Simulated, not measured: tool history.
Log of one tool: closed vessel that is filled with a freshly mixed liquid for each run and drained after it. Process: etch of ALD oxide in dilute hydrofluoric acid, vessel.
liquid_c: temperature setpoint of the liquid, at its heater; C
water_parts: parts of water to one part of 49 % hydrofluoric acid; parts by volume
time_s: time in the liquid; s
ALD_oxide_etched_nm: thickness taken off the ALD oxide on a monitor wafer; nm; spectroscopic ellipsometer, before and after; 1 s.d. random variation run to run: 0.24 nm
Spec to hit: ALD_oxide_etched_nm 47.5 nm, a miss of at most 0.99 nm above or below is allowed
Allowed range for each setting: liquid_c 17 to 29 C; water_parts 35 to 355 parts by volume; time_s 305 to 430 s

run	hour	liquid_c	water_parts	time_s	ALD_oxide_etched_nm
1	0	21	195	430	17.594
2	5.5	22	180	430	20.188
3	9.9	20	180	430	18.646
4	14.2	20	180	305	13.214
5	15.4	21	165	305	15.291
6	21.2	21	165	305	15.379
7	24.4	25	85	345	42.941
8	30.8	25.5	85	345	43.758
9	36.8	26	85	345	44.599
10	45.1	26.5	85	345	45.719

Exercise: of the 5 proposed moves below, exactly one satisfies all targets within the stated allowed misses. Which move is it?
A	53.4	29	115	430	?
B	53.4	28	85	310	?
C	53.4	27.5	85	310	?
D	53.4	26.5	100	430	?
E	53.4	25.5	80	365	?

move	ALD_oxide_etched_nm
A	44.166
B	43.205
C	42.376
D	47.11
E	49.338
A: misses by more than the last run did
B: misses by more than the last run did
C: misses by more than the last run did
D: every result within its allowed miss
E: moves the result that the last run missed by most past its target, out the other side
Correct choice: D, which meets every target

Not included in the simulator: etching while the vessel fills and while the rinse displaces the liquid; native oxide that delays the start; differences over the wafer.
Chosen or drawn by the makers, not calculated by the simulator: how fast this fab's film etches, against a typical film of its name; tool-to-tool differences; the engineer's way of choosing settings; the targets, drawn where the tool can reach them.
